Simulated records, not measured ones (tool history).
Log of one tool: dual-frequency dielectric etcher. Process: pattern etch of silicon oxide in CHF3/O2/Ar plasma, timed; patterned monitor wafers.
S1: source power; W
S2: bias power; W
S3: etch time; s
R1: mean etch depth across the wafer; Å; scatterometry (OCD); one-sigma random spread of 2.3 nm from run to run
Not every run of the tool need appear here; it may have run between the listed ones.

run 1 day=0 | S1=600 S2=143 S3=363.5 | R1=7577.3
run 2 day=0.254 | S1=640 S2=143 S3=363.5 | R1=7754
run 3 day=0.367 | S1=560 S2=143 S3=363.5 | R1=7256.4
run 4 day=0.462 | S1=540 S2=142 S3=363.5 | R1=7151.3
run 5 day=0.512 | S1=530 S2=141 S3=363.5 | R1=7038.8
run 6 day=0.575 | S1=530 S2=141 S3=331 | R1=6402.8

Estimate the outcome of run 7 from the log above:
run 7 day=0.642 | S1=620 S2=146 S3=332 | R1=?

{"run 7": {"R1": 7069.5}}

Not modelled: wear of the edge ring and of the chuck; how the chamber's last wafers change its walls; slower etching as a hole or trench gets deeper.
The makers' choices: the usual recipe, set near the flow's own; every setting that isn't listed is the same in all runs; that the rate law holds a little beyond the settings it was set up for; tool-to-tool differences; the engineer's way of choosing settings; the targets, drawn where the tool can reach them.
